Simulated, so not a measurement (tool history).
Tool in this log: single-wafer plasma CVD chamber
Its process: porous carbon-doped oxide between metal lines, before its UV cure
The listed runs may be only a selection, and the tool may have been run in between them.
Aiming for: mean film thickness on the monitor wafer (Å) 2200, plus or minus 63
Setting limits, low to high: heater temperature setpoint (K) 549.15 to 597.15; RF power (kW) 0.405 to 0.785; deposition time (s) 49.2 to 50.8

run	hour	heater temperature setpoint (K)	RF power (kW)	deposition time (s)	mean film thickness on the monitor wafer (Å)
1	0	573.15	0.595	49.2	2928.7
2	2.2	567.15	0.595	49.2	3064.6
3	8.8	567.15	0.595	50.8	3145
4	17.7	572.15	0.55	50.4	2898.6
5	26.6	582.15	0.55	50.4	2746.8
6	31	584.15	0.515	50.1	2563.2
7	33	586.15	0.495	49.9	2503.4
8	35.7	588.15	0.475	49.7	2405.8
9	41	589.15	0.465	49.6	2361
10	45.6	590.15	0.455	49.5	2301.3
11	52.9	591.15	0.45	49.5	2275.7

Which of these 5 next moves meets every target?
A	60.2	590.15	0.46	50.4	?
B	60.2	588.15	0.445	50.8	?
C	60.2	597.15	0.44	49.7	?
D	60.2	589.15	0.47	49.2	?
E	60.2	586.15	0.47	50.8	?

move	mean film thickness on the monitor wafer (Å)
A	2365.1
B	2358.8
C	2196.3
D	2351.7
E	2462.2
A: misses by more than the last run did
B: misses by more than the last run did
C: every result within its allowed miss
D: misses by more than the last run did
E: misses by more than the last run did
So the answer is move C, the one that meets all the targets.
